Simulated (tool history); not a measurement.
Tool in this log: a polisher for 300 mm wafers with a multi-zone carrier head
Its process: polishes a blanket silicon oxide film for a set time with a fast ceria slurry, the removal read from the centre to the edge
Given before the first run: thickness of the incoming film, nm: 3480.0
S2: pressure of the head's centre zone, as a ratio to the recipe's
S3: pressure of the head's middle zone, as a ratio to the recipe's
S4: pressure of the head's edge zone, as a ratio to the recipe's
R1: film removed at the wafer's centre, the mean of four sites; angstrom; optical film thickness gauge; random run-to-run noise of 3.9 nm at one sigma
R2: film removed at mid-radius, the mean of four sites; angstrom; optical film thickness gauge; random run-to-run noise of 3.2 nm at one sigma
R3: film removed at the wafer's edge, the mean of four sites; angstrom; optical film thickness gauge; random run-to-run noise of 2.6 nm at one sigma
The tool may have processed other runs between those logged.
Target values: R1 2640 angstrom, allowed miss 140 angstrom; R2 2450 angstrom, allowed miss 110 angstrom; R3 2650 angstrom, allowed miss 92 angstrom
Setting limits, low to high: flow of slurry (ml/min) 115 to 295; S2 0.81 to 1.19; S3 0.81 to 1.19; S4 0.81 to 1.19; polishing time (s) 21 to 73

{"run": 1, "hour": 0.0, "flow of slurry (ml/min)": 190, "S2": 1, "S3": 1, "S4": 1, "polishing time (s)": 47, "R1": 4381.9, "R2": 4250.8, "R3": 4186.7}
{"run": 2, "hour": 2.7, "flow of slurry (ml/min)": 190, "S2": 1.08, "S3": 1, "S4": 1, "polishing time (s)": 47, "R1": 4458.9, "R2": 4096.8, "R3": 4169.2}
{"run": 3, "hour": 4.8, "flow of slurry (ml/min)": 190, "S2": 1.08, "S3": 1, "S4": 1, "polishing time (s)": 36, "R1": 3438.9, "R2": 3283.6, "R3": 3254.4}
{"run": 4, "hour": 11.3, "flow of slurry (ml/min)": 180, "S2": 1.06, "S3": 0.96, "S4": 1, "polishing time (s)": 33, "R1": 3178.7, "R2": 2794.6, "R3": 2938.8}
{"run": 5, "hour": 20.1, "flow of slurry (ml/min)": 170, "S2": 1.01, "S3": 0.96, "S4": 1.02, "polishing time (s)": 32, "R1": 2806.2, "R2": 2736.5, "R3": 2880.8}
{"run": 6, "hour": 24.0, "flow of slurry (ml/min)": 170, "S2": 0.95, "S3": 0.96, "S4": 1.02, "polishing time (s)": 32, "R1": 2766.3, "R2": 2722.1, "R3": 2857.6}
{"run": 7, "hour": 30.7, "flow of slurry (ml/min)": 160, "S2": 0.95, "S3": 0.94, "S4": 1, "polishing time (s)": 32, "R1": 2724, "R2": 2713.9, "R3": 2805.2}
{"run": 8, "hour": 38.7, "flow of slurry (ml/min)": 160, "S2": 0.95, "S3": 0.94, "S4": 1, "polishing time (s)": 32, "R1": 2706.9, "R2": 2677.4, "R3": 2876}
{"run": 9, "hour": 45.2, "flow of slurry (ml/min)": 145, "S2": 0.98, "S3": 0.89, "S4": 0.92, "polishing time (s)": 30, "R1": 2589.8, "R2": 2325.1, "R3": 2519.9}
{"run": 10, "hour": 51.8, "flow of slurry (ml/min)": 150, "S2": 0.98, "S3": 0.9, "S4": 0.94, "polishing time (s)": 30, "R1": 2467.5, "R2": 2354.3, "R3": 2530}

Which one of the following 4 next-run settings gets every result inside its allowed miss? There is exactly one.
{"run": "A", "hour": 58.4, "flow of slurry (ml/min)": 145, "S2": 0.9, "S3": 0.9, "S4": 0.94, "polishing time (s)": 28, "R1": "?", "R2": "?", "R3": "?"}
{"run": "B", "hour": 58.4, "flow of slurry (ml/min)": 130, "S2": 0.98, "S3": 0.9, "S4": 0.94, "polishing time (s)": 32, "R1": "?", "R2": "?", "R3": "?"}
{"run": "C", "hour": 58.4, "flow of slurry (ml/min)": 200, "S2": 1.1, "S3": 1.01, "S4": 0.81, "polishing time (s)": 30, "R1": "?", "R2": "?", "R3": "?"}
{"run": "D", "hour": 58.4, "flow of slurry (ml/min)": 165, "S2": 1.03, "S3": 0.96, "S4": 0.89, "polishing time (s)": 29, "R1": "?", "R2": "?", "R3": "?"}

move=A R1=2213 R2=2215.9 R3=2358.1
move=B R1=2612.9 R2=2473 R3=2650.3
move=C R1=2910.6 R2=2763.9 R3=2456.9
move=D R1=2590.6 R2=2481.5 R3=2422.3
A: its largest miss is bigger than the last run's
B: every result within its allowed miss
C: its largest miss is bigger than the last run's
D: its largest miss is bigger than the last run's
The right move is B.
